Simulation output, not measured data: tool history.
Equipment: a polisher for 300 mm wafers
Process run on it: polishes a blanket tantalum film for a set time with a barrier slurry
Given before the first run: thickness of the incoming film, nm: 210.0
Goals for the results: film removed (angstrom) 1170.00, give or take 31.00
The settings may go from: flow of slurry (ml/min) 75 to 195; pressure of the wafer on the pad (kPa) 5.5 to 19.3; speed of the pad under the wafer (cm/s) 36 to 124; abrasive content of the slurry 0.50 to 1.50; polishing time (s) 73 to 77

| run | hour | flow of slurry (ml/min) | pressure of the wafer on the pad (kPa) | speed of the pad under the wafer (cm/s) | abrasive content of the slurry | polishing time (s) | film removed (angstrom) |
|---|---|---|---|---|---|---|---|
| 1 | 0.0 | 125 | 12.4 | 80 | 1.00 | 73 | 966.67 |
| 2 | 4.9 | 105 | 12.4 | 80 | 1.00 | 73 | 918.39 |
| 3 | 13.1 | 115 | 12.4 | 80 | 1.00 | 73 | 952.44 |
| 4 | 17.1 | 125 | 12.4 | 80 | 1.00 | 73 | 973.33 |
| 5 | 24.9 | 125 | 12.4 | 80 | 0.90 | 73 | 948.11 |
| 6 | 31.0 | 135 | 12.4 | 80 | 0.90 | 73 | 944.78 |
| 7 | 32.2 | 140 | 12.4 | 80 | 0.90 | 73 | 947.16 |
| 8 | 37.0 | 145 | 13.1 | 80 | 0.90 | 73 | 999.50 |
| 9 | 45.0 | 155 | 14.5 | 80 | 0.90 | 73 | 1079.00 |
| 10 | 47.0 | 160 | 15.2 | 80 | 0.90 | 73 | 1141.90 |
| 11 | 55.7 | 165 | 15.2 | 80 | 0.90 | 73 | 1136.10 |

Exactly one of the 5 candidate moves below puts every result within its allowed miss. Which one?
| A | 64.4 | 175 | 12.4 | 92 | 0.80 | 76 | ? |
| B | 64.4 | 160 | 17.9 | 68 | 0.95 | 76 | ? |
| C | 64.4 | 160 | 15.2 | 108 | 0.50 | 76 | ? |
| D | 64.4 | 165 | 16.5 | 76 | 0.85 | 74 | ? |
| E | 64.4 | 180 | 14.5 | 80 | 0.90 | 73 | ? |

| move | film removed (angstrom) |
|---|---|
| A | 1094.70 |
| B | 1231.20 |
| C | 1099.20 |
| D | 1169.50 |
| E | 1120.10 |
A: moves away from the targets compared with the last run
B: the result that was furthest off in the last run now lies on the other side of its target
C: moves away from the targets compared with the last run
D: all results in spec
E: moves away from the targets compared with the last run
D is the move that brings every result within its allowed miss.

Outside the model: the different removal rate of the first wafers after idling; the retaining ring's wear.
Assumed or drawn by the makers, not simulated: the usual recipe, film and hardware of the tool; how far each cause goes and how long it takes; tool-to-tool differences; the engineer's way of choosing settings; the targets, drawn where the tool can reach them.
